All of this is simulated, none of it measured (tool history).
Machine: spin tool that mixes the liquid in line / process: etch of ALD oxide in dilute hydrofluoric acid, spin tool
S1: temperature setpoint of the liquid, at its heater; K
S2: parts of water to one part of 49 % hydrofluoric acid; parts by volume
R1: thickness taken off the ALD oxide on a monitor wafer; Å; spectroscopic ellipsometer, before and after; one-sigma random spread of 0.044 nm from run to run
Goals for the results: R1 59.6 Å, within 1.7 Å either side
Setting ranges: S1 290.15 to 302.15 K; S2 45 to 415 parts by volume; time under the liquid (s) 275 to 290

run 1 day=0 | S1=294.15 S2=230 time_under_the_liquid_(s)=275 | R1=86.883
run 2 day=0.312 | S1=291.15 S2=230 time_under_the_liquid_(s)=275 | R1=77.533
run 3 day=0.371 | S1=291.15 S2=235 time_under_the_liquid_(s)=275 | R1=75.873
run 4 day=0.65 | S1=291.15 S2=240 time_under_the_liquid_(s)=275 | R1=74.272
run 5 day=0.812 | S1=291.15 S2=240 time_under_the_liquid_(s)=275 | R1=73.518
run 6 day=0.921 | S1=291.15 S2=305 time_under_the_liquid_(s)=275 | R1=55.042
run 7 day=1.288 | S1=291.65 S2=305 time_under_the_liquid_(s)=275 | R1=56.121
run 8 day=1.596 | S1=292.65 S2=305 time_under_the_liquid_(s)=275 | R1=57.951

Exercise: of the 4 proposed moves below, exactly one satisfies all targets within the stated allowed misses. Which move is it?
run A day=1.904 | S1=293.15 S2=305 time_under_the_liquid_(s)=290 | R1=?
run B day=1.904 | S1=293.15 S2=310 time_under_the_liquid_(s)=285 | R1=?
run C day=1.904 | S1=292.65 S2=330 time_under_the_liquid_(s)=280 | R1=?
run D day=1.904 | S1=291.15 S2=300 time_under_the_liquid_(s)=275 | R1=?

move=A R1=61.98
move=B R1=59.664
move=C R1=53.14
move=D R1=55.744
A: takes the result that was furthest off past its target
B: every result lands within tolerance
C: its largest miss is bigger than the last run's
D: its largest miss is bigger than the last run's
So the answer is move B, the one that meets all the targets.
